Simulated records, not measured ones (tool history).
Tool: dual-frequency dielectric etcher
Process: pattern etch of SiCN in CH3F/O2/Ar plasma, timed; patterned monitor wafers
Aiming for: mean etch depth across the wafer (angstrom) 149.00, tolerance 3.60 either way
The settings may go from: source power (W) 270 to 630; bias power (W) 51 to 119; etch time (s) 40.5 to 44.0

| run | hour | source power (W) | bias power (W) | etch time (s) | mean etch depth across the wafer (angstrom) |
|---|---|---|---|---|---|
| 1 | 0.0 | 450 | 85 | 44.0 | 175.66 |
| 2 | 0.6 | 500 | 85 | 44.0 | 181.02 |
| 3 | 9.3 | 470 | 81 | 44.0 | 173.67 |
| 4 | 11.8 | 430 | 81 | 44.0 | 169.03 |
| 5 | 13.4 | 410 | 79 | 44.0 | 165.72 |
| 6 | 16.4 | 390 | 77 | 44.0 | 160.53 |
| 7 | 20.2 | 380 | 76 | 44.0 | 159.57 |
| 8 | 25.7 | 370 | 75 | 44.0 | 157.83 |

Which one of the following 5 next-run settings gets every result inside its allowed miss? There is exactly one.
| A | 31.2 | 470 | 87 | 40.5 | ? |
| B | 31.2 | 400 | 73 | 41.5 | ? |
| C | 31.2 | 410 | 78 | 43.0 | ? |
| D | 31.2 | 480 | 78 | 42.5 | ? |
| E | 31.2 | 320 | 80 | 44.0 | ? |

| move | mean etch depth across the wafer (angstrom) |
|---|---|
| A | 165.94 |
| B | 149.41 |
| C | 161.05 |
| D | 165.96 |
| E | 156.99 |
A: misses by more than the last run did
B: in spec on every target
C: misses by more than the last run did
D: misses by more than the last run did
E: gains on the last run, yet a result remains outside its allowed miss
The right move is B.
